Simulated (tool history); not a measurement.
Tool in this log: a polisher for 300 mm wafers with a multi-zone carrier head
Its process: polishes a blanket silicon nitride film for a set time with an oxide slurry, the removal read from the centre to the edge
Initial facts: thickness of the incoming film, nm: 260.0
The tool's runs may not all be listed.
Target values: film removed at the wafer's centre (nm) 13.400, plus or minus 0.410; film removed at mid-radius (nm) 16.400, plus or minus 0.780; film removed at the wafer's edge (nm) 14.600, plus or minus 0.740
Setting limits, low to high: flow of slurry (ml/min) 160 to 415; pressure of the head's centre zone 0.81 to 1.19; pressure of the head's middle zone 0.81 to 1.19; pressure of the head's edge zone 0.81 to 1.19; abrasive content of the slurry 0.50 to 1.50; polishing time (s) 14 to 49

run	hour	flow of slurry (ml/min)	pressure of the head's centre zone	pressure of the head's middle zone	pressure of the head's edge zone	abrasive content of the slurry	polishing time (s)	film removed at the wafer's centre (nm)	film removed at mid-radius (nm)	film removed at the wafer's edge (nm)
1	0.0	265	1.00	1.00	1.00	1.00	31	29.123	27.908	28.343
2	8.2	260	0.97	1.01	0.98	0.90	29	24.895	25.053	24.762
3	12.6	255	0.95	1.01	0.96	0.85	28	22.736	23.480	23.304
4	18.9	255	0.95	1.01	0.96	1.00	28	24.409	25.528	24.983
5	22.7	255	0.94	1.02	0.94	0.90	27	22.472	23.482	22.667
6	27.5	255	0.94	1.02	1.00	0.90	27	22.457	23.393	22.971
7	29.0	250	0.84	1.11	0.91	0.65	18	11.517	13.501	12.538
8	34.3	255	0.85	1.12	0.93	0.70	18	11.966	14.318	13.227
9	41.1	260	0.86	1.13	0.94	0.70	18	12.420	14.541	13.077
10	47.5	265	0.86	1.13	0.96	0.70	18	12.271	14.561	13.062
11	51.2	265	0.86	1.13	0.96	0.70	18	12.199	14.537	13.104
12	58.9	265	0.86	1.13	0.97	0.75	18	12.740	14.766	13.659
13	61.2	265	0.85	1.14	0.97	0.75	18	12.615	15.234	13.998
14	69.5	270	0.85	1.15	0.98	0.75	18	12.538	15.675	14.171
15	72.8	270	0.85	1.15	0.98	0.75	18	12.754	15.264	14.043
16	77.4	275	0.85	1.16	0.98	0.75	18	12.487	15.617	14.265
17	83.0	280	0.86	1.16	0.98	0.75	18	12.805	15.484	13.996
18	87.9	290	0.87	1.18	1.00	0.75	18	12.981	15.535	14.192
19	93.2	285	0.87	1.18	0.99	0.75	18	12.877	16.054	14.281

Next run, 4 choices. One meets every target within its allowed miss, the rest don't. Which?
A	98.5	335	0.85	1.18	0.95	0.60	21	?	?	?
B	98.5	275	0.82	1.19	0.98	0.95	19	?	?	?
C	98.5	280	0.89	0.99	1.03	0.70	19	?	?	?
D	98.5	255	0.85	1.15	0.86	0.50	22	?	?	?

move	film removed at the wafer's centre (nm)	film removed at mid-radius (nm)	film removed at the wafer's edge (nm)
A	13.528	16.421	14.506
B	14.576	18.439	16.527
C	13.602	14.362	14.636
D	12.359	14.829	12.792
A: every result lands within tolerance
B: pushes the last run's worst result past its target
C: brings the last run's worst result on target, with another outside its allowed miss
D: misses by more than the last run did
Correct choice: A, which meets every target
